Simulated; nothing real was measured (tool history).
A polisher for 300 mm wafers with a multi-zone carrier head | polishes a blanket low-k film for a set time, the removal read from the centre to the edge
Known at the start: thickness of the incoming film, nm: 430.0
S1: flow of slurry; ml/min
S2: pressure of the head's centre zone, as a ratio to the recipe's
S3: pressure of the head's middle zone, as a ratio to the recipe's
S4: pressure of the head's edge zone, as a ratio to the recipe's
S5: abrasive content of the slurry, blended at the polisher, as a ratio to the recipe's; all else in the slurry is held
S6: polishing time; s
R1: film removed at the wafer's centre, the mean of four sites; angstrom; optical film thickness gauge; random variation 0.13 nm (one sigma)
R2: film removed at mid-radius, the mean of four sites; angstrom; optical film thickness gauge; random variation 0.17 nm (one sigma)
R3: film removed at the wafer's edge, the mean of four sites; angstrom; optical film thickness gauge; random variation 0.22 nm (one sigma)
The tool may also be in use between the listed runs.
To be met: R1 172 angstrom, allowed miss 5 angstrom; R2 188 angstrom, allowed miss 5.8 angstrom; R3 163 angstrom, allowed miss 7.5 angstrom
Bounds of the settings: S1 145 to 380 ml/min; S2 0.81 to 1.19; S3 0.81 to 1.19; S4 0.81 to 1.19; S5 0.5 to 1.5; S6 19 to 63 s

{"run": 1, "hour": 0.0, "S1": 245, "S2": 1, "S3": 1, "S4": 1, "S5": 1, "S6": 41, "R1": 220.41, "R2": 217.62, "R3": 220.54}
{"run": 2, "hour": 6.4, "S1": 300, "S2": 1, "S3": 1, "S4": 1, "S5": 1, "S6": 41, "R1": 229.47, "R2": 225.1, "R3": 221.57}
{"run": 3, "hour": 8.1, "S1": 315, "S2": 0.98, "S3": 1, "S4": 0.97, "S5": 0.9, "S6": 41, "R1": 219.63, "R2": 217.64, "R3": 210.41}
{"run": 4, "hour": 14.7, "S1": 315, "S2": 0.98, "S3": 1.08, "S4": 0.97, "S5": 0.9, "S6": 41, "R1": 218.54, "R2": 232.86, "R3": 218.33}
{"run": 5, "hour": 21.4, "S1": 330, "S2": 0.96, "S3": 1.07, "S4": 0.93, "S5": 0.8, "S6": 41, "R1": 210.64, "R2": 224.06, "R3": 204.13}
{"run": 6, "hour": 26.0, "S1": 330, "S2": 0.94, "S3": 1.06, "S4": 0.9, "S5": 0.75, "S6": 41, "R1": 205.82, "R2": 217.42, "R3": 202.19}
{"run": 7, "hour": 32.5, "S1": 340, "S2": 0.94, "S3": 1.07, "S4": 0.89, "S5": 0.7, "S6": 40, "R1": 196.62, "R2": 214.21, "R3": 194.43}
{"run": 8, "hour": 37.1, "S1": 335, "S2": 0.95, "S3": 1.08, "S4": 0.87, "S5": 0.65, "S6": 39, "R1": 188.6, "R2": 205.53, "R3": 179.44}

4 next moves are on the table. One of them brings every result within its allowed miss. Which?
{"run": "A", "hour": 41.7, "S1": 380, "S2": 0.93, "S3": 1.08, "S4": 0.83, "S5": 0.65, "S6": 33, "R1": "?", "R2": "?", "R3": "?"}
{"run": "B", "hour": 41.7, "S1": 285, "S2": 0.96, "S3": 1.1, "S4": 0.86, "S5": 0.5, "S6": 38, "R1": "?", "R2": "?", "R3": "?"}
{"run": "C", "hour": 41.7, "S1": 370, "S2": 0.88, "S3": 1.13, "S4": 0.89, "S5": 0.8, "S6": 33, "R1": "?", "R2": "?", "R3": "?"}
{"run": "D", "hour": 41.7, "S1": 345, "S2": 0.85, "S3": 1.09, "S4": 0.85, "S5": 0.65, "S6": 36, "R1": "?", "R2": "?", "R3": "?"}

move=A R1=159.57 R2=175.33 R3=151.59
move=B R1=171.75 R2=186.77 R3=162.93
move=C R1=160.7 R2=190.71 R3=164.73
move=D R1=160.45 R2=191.04 R3=166.07
A: takes the result that was furthest off past its target
B: meets every target
C: takes the result that was furthest off past its target
D: takes the result that was furthest off past its target
Answer: B

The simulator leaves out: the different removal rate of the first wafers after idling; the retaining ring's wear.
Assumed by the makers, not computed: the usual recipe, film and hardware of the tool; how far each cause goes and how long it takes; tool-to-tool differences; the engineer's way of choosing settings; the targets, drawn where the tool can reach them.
